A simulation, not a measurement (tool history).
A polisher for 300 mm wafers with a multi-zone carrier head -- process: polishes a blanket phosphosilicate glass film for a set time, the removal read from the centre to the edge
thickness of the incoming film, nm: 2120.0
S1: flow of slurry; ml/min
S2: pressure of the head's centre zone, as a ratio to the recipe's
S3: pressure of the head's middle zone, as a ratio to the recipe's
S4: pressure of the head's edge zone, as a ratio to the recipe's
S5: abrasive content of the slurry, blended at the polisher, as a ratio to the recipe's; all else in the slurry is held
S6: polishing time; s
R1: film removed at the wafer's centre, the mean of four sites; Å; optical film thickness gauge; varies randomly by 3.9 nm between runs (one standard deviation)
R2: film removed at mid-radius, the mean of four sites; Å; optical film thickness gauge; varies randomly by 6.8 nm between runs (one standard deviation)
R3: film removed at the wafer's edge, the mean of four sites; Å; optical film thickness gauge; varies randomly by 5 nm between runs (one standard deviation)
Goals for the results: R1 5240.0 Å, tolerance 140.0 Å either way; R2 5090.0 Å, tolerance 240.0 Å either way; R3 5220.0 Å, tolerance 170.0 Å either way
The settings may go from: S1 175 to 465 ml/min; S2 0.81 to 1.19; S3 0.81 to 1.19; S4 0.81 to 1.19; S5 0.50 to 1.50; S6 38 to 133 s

| run | hour | S1 | S2 | S3 | S4 | S5 | S6 | R1 | R2 | R3 |
|---|---|---|---|---|---|---|---|---|---|---|
| 1 | 0.0 | 295 | 1.00 | 1.00 | 1.00 | 1.00 | 85 | 6195.2 | 6103.7 | 6593.4 |
| 2 | 5.6 | 295 | 1.00 | 0.99 | 0.96 | 0.90 | 85 | 5769.1 | 5797.8 | 6099.9 |
| 3 | 12.8 | 295 | 1.00 | 0.99 | 0.96 | 0.90 | 103 | 7113.3 | 7004.0 | 7456.0 |
| 4 | 21.1 | 300 | 1.01 | 0.98 | 0.93 | 0.80 | 101 | 6507.8 | 6223.1 | 6545.0 |
| 5 | 25.2 | 300 | 1.01 | 0.98 | 0.90 | 0.80 | 101 | 6525.0 | 6449.0 | 6498.1 |
|  | 29.6 | edge zone pressure recalibrated |
| 6 | 29.6 | 300 | 1.00 | 0.96 | 0.89 | 0.75 | 101 | 6140.9 | 6031.1 | 5940.2 |
| 7 | 37.2 | 295 | 0.98 | 0.92 | 0.90 | 0.75 | 101 | 6091.2 | 5839.4 | 5848.1 |
| 8 | 38.3 | 290 | 0.95 | 0.90 | 0.91 | 0.75 | 101 | 5953.0 | 5900.5 | 5897.8 |
| 9 | 44.6 | 285 | 0.94 | 0.88 | 0.92 | 0.70 | 101 | 5536.2 | 5395.7 | 5782.1 |
| 10 | 51.7 | 240 | 0.93 | 0.87 | 0.82 | 0.60 | 100 | 4787.2 | 4523.7 | 4718.9 |
| 11 | 56.1 | 260 | 0.94 | 0.88 | 0.84 | 0.60 | 100 | 4911.0 | 4728.6 | 4803.9 |
| 12 | 62.9 | 330 | 0.96 | 0.87 | 0.94 | 0.65 | 100 | 5478.2 | 5071.8 | 5441.8 |
| 13 | 64.6 | 330 | 0.95 | 0.87 | 0.93 | 0.65 | 100 | 5348.8 | 5208.6 | 5406.0 |

Exercise: of the 5 proposed moves below, exactly one satisfies all targets within the stated allowed misses. Which move is it?
| A | 66.3 | 350 | 0.96 | 0.90 | 0.90 | 0.60 | 103 | ? | ? | ? |
| B | 66.3 | 260 | 0.95 | 0.85 | 0.93 | 0.75 | 94 | ? | ? | ? |
| C | 66.3 | 175 | 0.97 | 0.82 | 1.10 | 0.50 | 121 | ? | ? | ? |
| D | 66.3 | 345 | 0.94 | 0.85 | 0.94 | 0.60 | 110 | ? | ? | ? |
| E | 66.3 | 240 | 1.01 | 0.81 | 1.12 | 0.60 | 101 | ? | ? | ? |

| move | R1 | R2 | R3 |
|---|---|---|---|
| A | 5321.9 | 5008.1 | 5266.5 |
| B | 5553.6 | 5073.1 | 5663.7 |
| C | 5063.4 | 4467.0 | 5590.4 |
| D | 5596.7 | 5137.8 | 5737.8 |
| E | 5238.9 | 4446.7 | 5629.1 |
A: all results in spec
B: moves away from the targets compared with the last run
C: moves away from the targets compared with the last run
D: moves away from the targets compared with the last run
E: moves away from the targets compared with the last run
A is the move that brings every result within its allowed miss.
